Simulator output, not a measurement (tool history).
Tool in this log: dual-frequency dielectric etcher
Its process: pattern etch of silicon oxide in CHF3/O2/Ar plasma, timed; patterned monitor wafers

run,day,source power (kW),bias power (kW),etch time (s),mean etch depth across the wafer (nm)
1,0,0.9,0.175,476,1054.3
2,0.162,1.01,0.175,476,1091
3,0.4,1.05,0.183,477.5,1138.2
4,0.621,1.09,0.186,478,1179.1
5,0.867,1.09,0.186,476,1167
6,1.133,1.09,0.156,476,1092.2
7,1.275,1.12,0.163,477,1120.4

Run 8 is up next; what results do you expect?
8,1.362,1.25,0.198,483.5,?

{"run 8": {"mean etch depth across the wafer (nm)": 1276}}
